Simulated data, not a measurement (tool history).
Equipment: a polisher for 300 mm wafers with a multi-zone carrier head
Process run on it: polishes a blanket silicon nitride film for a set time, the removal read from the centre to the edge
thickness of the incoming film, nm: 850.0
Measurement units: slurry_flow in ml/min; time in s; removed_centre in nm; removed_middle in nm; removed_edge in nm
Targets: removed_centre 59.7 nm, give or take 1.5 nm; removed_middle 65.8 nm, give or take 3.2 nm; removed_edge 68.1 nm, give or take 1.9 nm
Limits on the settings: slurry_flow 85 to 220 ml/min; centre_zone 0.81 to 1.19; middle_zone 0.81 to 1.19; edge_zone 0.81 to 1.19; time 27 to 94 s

run 1 hour=0 | slurry_flow=140 centre_zone=1 middle_zone=1 edge_zone=1 time=60 | removed_centre=109.09 removed_middle=111.25 removed_edge=111.91
run 2 hour=2.4 | slurry_flow=135 centre_zone=0.98 middle_zone=0.99 edge_zone=0.98 time=57 | removed_centre=99.596 removed_middle=105.58 removed_edge=104.05
run 3 hour=10.6 | slurry_flow=120 centre_zone=0.98 middle_zone=0.99 edge_zone=0.98 time=57 | removed_centre=97.909 removed_middle=99.885 removed_edge=101.87
run 4 hour=11.1 | slurry_flow=100 centre_zone=0.98 middle_zone=0.99 edge_zone=0.98 time=57 | removed_centre=93.565 removed_middle=94.723 removed_edge=100.68
run 5 hour=16.3 | slurry_flow=100 centre_zone=0.98 middle_zone=0.99 edge_zone=1.05 time=57 | removed_centre=93.44 removed_middle=95.883 removed_edge=103.69
run 6 hour=23.4 | slurry_flow=100 centre_zone=0.98 middle_zone=0.99 edge_zone=1 time=57 | removed_centre=91.922 removed_middle=99.254 removed_edge=100.01
run 7 hour=29.9 | slurry_flow=100 centre_zone=0.97 middle_zone=0.97 edge_zone=0.98 time=54 | removed_centre=87.665 removed_middle=88.279 removed_edge=94.214
run 8 hour=32.9 | slurry_flow=100 centre_zone=0.95 middle_zone=0.97 edge_zone=0.96 time=52 | removed_centre=82.379 removed_middle=86.61 removed_edge=89.965
run 9 hour=39.7 | slurry_flow=100 centre_zone=0.94 middle_zone=0.96 edge_zone=0.94 time=50 | removed_centre=77.898 removed_middle=82.381 removed_edge=84.998
run 10 hour=47.8 | slurry_flow=100 centre_zone=0.93 middle_zone=0.95 edge_zone=0.93 time=49 | removed_centre=76.506 removed_middle=80.322 removed_edge=84.149
run 11 hour=56.4 | slurry_flow=100 centre_zone=0.92 middle_zone=0.95 edge_zone=0.92 time=48 | removed_centre=73.125 removed_middle=77.684 removed_edge=82.581
run 12 hour=64 | slurry_flow=105 centre_zone=0.89 middle_zone=0.96 edge_zone=0.83 time=37 | removed_centre=55.615 removed_middle=62.785 removed_edge=60.724
run 13 hour=68.8 | slurry_flow=110 centre_zone=0.89 middle_zone=0.95 edge_zone=0.84 time=37 | removed_centre=56.812 removed_middle=62.582 removed_edge=61.233
run 14 hour=71.9 | slurry_flow=115 centre_zone=0.89 middle_zone=0.95 edge_zone=0.85 time=37 | removed_centre=56.971 removed_middle=63.573 removed_edge=62.509
run 15 hour=74.6 | slurry_flow=120 centre_zone=0.89 middle_zone=0.95 edge_zone=0.86 time=37 | removed_centre=58.08 removed_middle=63.424 removed_edge=62.318
run 16 hour=80.6 | slurry_flow=120 centre_zone=0.89 middle_zone=0.95 edge_zone=0.88 time=37 | removed_centre=57.726 removed_middle=63.556 removed_edge=63.321
run 17 hour=81.3 | slurry_flow=120 centre_zone=0.89 middle_zone=0.95 edge_zone=0.89 time=37 | removed_centre=58.102 removed_middle=62.758 removed_edge=64.483
run 18 hour=85.8 | slurry_flow=120 centre_zone=0.89 middle_zone=0.95 edge_zone=0.9 time=37 | removed_centre=57.85 removed_middle=61.49 removed_edge=64.53
run 19 hour=92.5 | slurry_flow=120 centre_zone=0.89 middle_zone=0.96 edge_zone=0.91 time=37 | removed_centre=58.13 removed_middle=63.053 removed_edge=64.887
run 20 hour=97.2 | slurry_flow=120 centre_zone=0.89 middle_zone=0.96 edge_zone=0.92 time=37 | removed_centre=57.62 removed_middle=63.939 removed_edge=64.729
run 21 hour=97.8 | slurry_flow=120 centre_zone=0.89 middle_zone=0.96 edge_zone=0.92 time=37 | removed_centre=58.098 removed_middle=65.093 removed_edge=64.69
run 22 hour=105.5 | slurry_flow=120 centre_zone=0.89 middle_zone=0.96 edge_zone=0.93 time=37 | removed_centre=57.709 removed_middle=63.327 removed_edge=65.125
run 23 hour=107.7 | slurry_flow=120 centre_zone=0.89 middle_zone=0.96 edge_zone=0.94 time=37 | removed_centre=58.145 removed_middle=62.023 removed_edge=65.806

4 candidate next runs follow, results not yet known. Just one meets every target within its allowed miss. Identify it.
run A hour=109.9 | slurry_flow=125 centre_zone=0.86 middle_zone=0.91 edge_zone=0.96 time=37 | removed_centre=? removed_middle=? removed_edge=?
run B hour=109.9 | slurry_flow=135 centre_zone=0.85 middle_zone=0.97 edge_zone=0.88 time=37 | removed_centre=? removed_middle=? removed_edge=?
run C hour=109.9 | slurry_flow=110 centre_zone=0.89 middle_zone=0.96 edge_zone=0.94 time=39 | removed_centre=? removed_middle=? removed_edge=?
run D hour=109.9 | slurry_flow=100 centre_zone=0.88 middle_zone=0.81 edge_zone=1.02 time=39 | removed_centre=? removed_middle=? removed_edge=?

move=A removed_centre=56.137 removed_middle=60.675 removed_edge=67.012
move=B removed_centre=56.567 removed_middle=65.066 removed_edge=65.058
move=C removed_centre=59.154 removed_middle=64.907 removed_edge=68.46
move=D removed_centre=56.815 removed_middle=55.032 removed_edge=70.147
A: puts the biggest miss on target and leaves a different result outside tolerance
B: the biggest miss grows against the last run
C: all results in spec
D: moves the result that the last run missed by most past its target, out the other side
Answer: C
